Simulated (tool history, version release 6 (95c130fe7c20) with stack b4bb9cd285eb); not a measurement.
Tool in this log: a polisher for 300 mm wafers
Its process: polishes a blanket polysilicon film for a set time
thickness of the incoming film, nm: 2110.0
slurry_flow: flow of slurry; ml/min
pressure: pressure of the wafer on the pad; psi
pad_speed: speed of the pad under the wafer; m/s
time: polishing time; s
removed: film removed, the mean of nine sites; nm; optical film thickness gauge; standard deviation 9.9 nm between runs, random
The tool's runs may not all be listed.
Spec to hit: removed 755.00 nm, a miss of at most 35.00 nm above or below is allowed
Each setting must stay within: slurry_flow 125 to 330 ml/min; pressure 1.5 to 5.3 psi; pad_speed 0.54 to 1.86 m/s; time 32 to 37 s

run	hour	slurry_flow	pressure	pad_speed	time	removed
1	0.0	210	3.4	1.18	37	405.33
2	9.0	210	3.9	1.20	37	466.78
3	16.7	190	3.9	1.20	37	462.79
4	19.9	190	3.3	1.20	37	405.47
5	23.8	190	2.6	1.20	37	307.91
6	32.7	190	2.6	1.20	37	311.97
7	39.2	190	3.3	1.22	37	413.19
8	40.6	190	3.7	1.22	37	451.69
9	44.1	190	4.1	1.24	37	511.86

Pick the move, out of 5, that brings all results within their allowed miss; only one does.
A	47.6	215	4.8	1.70	37	?
B	47.6	190	5.1	1.48	37	?
C	47.6	185	5.1	1.38	37	?
D	47.6	180	3.1	1.10	32	?
E	47.6	205	3.8	1.26	33	?

move	removed
A	812.37
B	743.88
C	692.98
D	295.28
E	428.73
A: carries the result that was furthest off beyond its target, to the other side
B: all results land within tolerance of their targets
C: an improvement on the last run, though not all results are within tolerance
D: lands further from the targets than the last run did
E: lands further from the targets than the last run did
Move B is the one to make.
